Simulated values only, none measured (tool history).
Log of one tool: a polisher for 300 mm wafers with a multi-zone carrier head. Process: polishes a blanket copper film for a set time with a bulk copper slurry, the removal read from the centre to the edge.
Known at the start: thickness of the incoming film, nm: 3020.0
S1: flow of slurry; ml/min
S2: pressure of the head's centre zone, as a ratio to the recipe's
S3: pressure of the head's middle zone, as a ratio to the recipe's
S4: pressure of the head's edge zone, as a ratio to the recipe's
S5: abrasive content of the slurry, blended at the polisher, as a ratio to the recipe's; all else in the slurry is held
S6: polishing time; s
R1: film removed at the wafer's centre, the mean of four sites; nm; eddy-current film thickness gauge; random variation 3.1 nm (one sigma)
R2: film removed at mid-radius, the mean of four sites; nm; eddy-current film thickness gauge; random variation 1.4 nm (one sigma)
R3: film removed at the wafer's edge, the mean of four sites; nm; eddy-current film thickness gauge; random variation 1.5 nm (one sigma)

{"run": 1, "hour": 0.0, "S1": 125, "S2": 1.0, "S3": 1.0, "S4": 1.0, "S5": 1.0, "S6": 41, "R1": 374.49, "R2": 372.18, "R3": 376.27}
{"run": 2, "hour": 2.5, "S1": 120, "S2": 1.04, "S3": 0.99, "S4": 0.94, "S5": 0.85, "S6": 36, "R1": 330.06, "R2": 310.24, "R3": 315.15}
{"run": 3, "hour": 7.9, "S1": 120, "S2": 1.04, "S3": 0.99, "S4": 0.9, "S5": 0.85, "S6": 36, "R1": 335.06, "R2": 310.77, "R3": 305.26}
{"run": 4, "hour": 16.5, "S1": 120, "S2": 1.04, "S3": 0.99, "S4": 0.9, "S5": 0.85, "S6": 28, "R1": 256.92, "R2": 242.47, "R3": 236.22}
{"run": 5, "hour": 25.5, "S1": 120, "S2": 1.04, "S3": 0.99, "S4": 0.9, "S5": 0.7, "S6": 28, "R1": 249.39, "R2": 235.01, "R3": 228.47}
{"run": 6, "hour": 33.1, "S1": 120, "S2": 1.04, "S3": 0.99, "S4": 0.87, "S5": 0.7, "S6": 28, "R1": 248.4, "R2": 234.29, "R3": 224.11}
{"run": 7, "hour": 39.6, "S1": 115, "S2": 1.06, "S3": 0.99, "S4": 0.85, "S5": 0.7, "S6": 28, "R1": 251.61, "R2": 233.69, "R3": 222.24}
{"run": 8, "hour": 46.5, "S1": 110, "S2": 1.08, "S3": 0.99, "S4": 0.84, "S5": 0.65, "S6": 28, "R1": 250.59, "R2": 231.47, "R3": 219.7}

Run 9 comes next. What will it give?
{"run": 9, "hour": 54.9, "S1": 110, "S2": 1.08, "S3": 0.99, "S4": 0.84, "S5": 0.65, "S6": 28, "R1": "?", "R2": "?", "R3": "?"}

{"run 9": {"R1": 250.83, "R2": 229.9, "R3": 220.59}}

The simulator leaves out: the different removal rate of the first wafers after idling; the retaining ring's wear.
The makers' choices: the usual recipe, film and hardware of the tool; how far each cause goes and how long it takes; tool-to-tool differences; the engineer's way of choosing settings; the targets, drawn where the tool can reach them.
